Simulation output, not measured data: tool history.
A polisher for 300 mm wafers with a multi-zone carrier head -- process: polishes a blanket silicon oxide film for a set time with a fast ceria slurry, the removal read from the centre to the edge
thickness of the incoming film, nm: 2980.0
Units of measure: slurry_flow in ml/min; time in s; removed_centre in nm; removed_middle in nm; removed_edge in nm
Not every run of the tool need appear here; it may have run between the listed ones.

run  hour  slurry_flow  centre_zone  middle_zone  edge_zone  time  removed_centre  removed_middle  removed_edge
  1     0          285            1            1          1    31          337.56          344.38        328.95
  2   2.4          275         0.97         0.98       0.97    31           328.2          340.17        322.11
  3   8.2          265         0.95         0.96       0.95    31          316.97          332.93        324.72
  4  11.8          265         0.95         0.96          1    31          315.47          333.07        329.38
     15.8  -- edge zone pressure recalibrated
  5  15.8          215         0.95         0.96          1    31          311.57          326.82        341.18
  6  16.6          235         0.94         0.95       0.97    31          314.43          326.97        333.83
  7  19.8          220         0.87         0.93       0.87    30          282.22          311.25        309.03
  8  22.7          220         0.87         0.93       0.87    30           279.1          306.31        308.22

Forecast run 9:
  9  25.5          230         0.88         0.93       0.86    30               ?               ?             ?

removed_centre: 288.96 nm
removed_middle: 311.74 nm
removed_edge: 310.86 nm
